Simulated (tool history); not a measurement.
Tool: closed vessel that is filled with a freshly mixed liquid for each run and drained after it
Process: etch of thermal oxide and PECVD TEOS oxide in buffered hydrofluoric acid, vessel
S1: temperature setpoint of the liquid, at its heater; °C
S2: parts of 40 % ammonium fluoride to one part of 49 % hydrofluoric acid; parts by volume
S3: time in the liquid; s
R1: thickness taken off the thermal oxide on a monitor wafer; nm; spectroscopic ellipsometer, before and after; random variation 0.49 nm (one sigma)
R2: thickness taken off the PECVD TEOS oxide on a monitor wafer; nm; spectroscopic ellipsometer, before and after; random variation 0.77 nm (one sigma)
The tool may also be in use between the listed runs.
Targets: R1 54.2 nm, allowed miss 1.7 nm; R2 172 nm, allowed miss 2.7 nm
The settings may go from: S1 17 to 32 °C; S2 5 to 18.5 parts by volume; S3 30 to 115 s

{"run": 1, "hour": 0.0, "S1": 25, "S2": 11.5, "S3": 60, "R1": 63.527, "R2": 198.76}
{"run": 2, "hour": 7.1, "S1": 24, "S2": 11.5, "S3": 60, "R1": 59.243, "R2": 189.7}
{"run": 3, "hour": 14.7, "S1": 23.5, "S2": 11.5, "S3": 60, "R1": 58.734, "R2": 183.76}
{"run": 4, "hour": 17.4, "S1": 23, "S2": 11.5, "S3": 60, "R1": 56.719, "R2": 181.2}
{"run": 5, "hour": 21.2, "S1": 23, "S2": 14, "S3": 60, "R1": 46.339, "R2": 147.99}
{"run": 6, "hour": 28.4, "S1": 24, "S2": 14, "S3": 60, "R1": 50.014, "R2": 156.65}
{"run": 7, "hour": 29.7, "S1": 24.5, "S2": 14, "S3": 60, "R1": 50.637, "R2": 160.64}
{"run": 8, "hour": 37.7, "S1": 25, "S2": 14, "S3": 60, "R1": 53.035, "R2": 165.53}

Which of these 5 next moves meets every target?
{"run": "A", "hour": 45.7, "S1": 28, "S2": 15, "S3": 60, "R1": "?", "R2": "?"}
{"run": "B", "hour": 45.7, "S1": 23.5, "S2": 13, "S3": 60, "R1": "?", "R2": "?"}
{"run": "C", "hour": 45.7, "S1": 17, "S2": 8, "S3": 55, "R1": "?", "R2": "?"}
{"run": "D", "hour": 45.7, "S1": 25, "S2": 15, "S3": 70, "R1": "?", "R2": "?"}
{"run": "E", "hour": 45.7, "S1": 20, "S2": 11, "S3": 65, "R1": "?", "R2": "?"}

move=A R1=57.647 R2=180.88
move=B R1=52.023 R2=163.23
move=C R1=52.024 R2=163.23
move=D R1=57.238 R2=179.59
move=E R1=54.666 R2=171.52
A: takes the result that was furthest off past its target
B: further off than the last run
C: further off than the last run
D: takes the result that was furthest off past its target
E: meets every target
The right move is E.
